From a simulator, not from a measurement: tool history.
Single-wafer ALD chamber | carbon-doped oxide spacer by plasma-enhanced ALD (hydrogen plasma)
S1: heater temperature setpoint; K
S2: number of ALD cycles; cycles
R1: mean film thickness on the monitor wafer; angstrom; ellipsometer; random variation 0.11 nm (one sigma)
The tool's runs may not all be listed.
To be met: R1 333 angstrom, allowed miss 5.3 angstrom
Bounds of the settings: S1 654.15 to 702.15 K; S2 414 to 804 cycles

{"run": 1, "hour": 0.0, "S1": 678.15, "S2": 609, "R1": 301.75}
{"run": 2, "hour": 6.5, "S1": 678.15, "S2": 566, "R1": 279.47}
{"run": 3, "hour": 8.1, "S1": 675.15, "S2": 585, "R1": 291.24}
{"run": 4, "hour": 9.9, "S1": 675.15, "S2": 528, "R1": 263.41}
{"run": 5, "hour": 16.0, "S1": 675.15, "S2": 444, "R1": 222.22}
{"run": 6, "hour": 17.3, "S1": 672.15, "S2": 490, "R1": 246.49}
{"run": 7, "hour": 26.0, "S1": 669.15, "S2": 523, "R1": 263.99}
{"run": 8, "hour": 29.1, "S1": 667.15, "S2": 550, "R1": 278.19}
{"run": 9, "hour": 33.2, "S1": 665.15, "S2": 572, "R1": 286.56}
{"run": 10, "hour": 34.2, "S1": 665.15, "S2": 593, "R1": 300.9}
{"run": 11, "hour": 42.3, "S1": 664.15, "S2": 606, "R1": 306.25}

5 next moves are on the table. One of them brings every result within its allowed miss. Which?
{"run": "A", "hour": 50.4, "S1": 663.15, "S2": 552, "R1": "?"}
{"run": "B", "hour": 50.4, "S1": 666.15, "S2": 689, "R1": "?"}
{"run": "C", "hour": 50.4, "S1": 663.15, "S2": 564, "R1": "?"}
{"run": "D", "hour": 50.4, "S1": 661.15, "S2": 519, "R1": "?"}
{"run": "E", "hour": 50.4, "S1": 667.15, "S2": 661, "R1": "?"}

move=A R1=276.84
move=B R1=345.55
move=C R1=282.86
move=D R1=260.29
move=E R1=331.51
A: further off than the last run
B: takes the result that was furthest off past its target
C: further off than the last run
D: further off than the last run
E: meets every target
The right move is E.
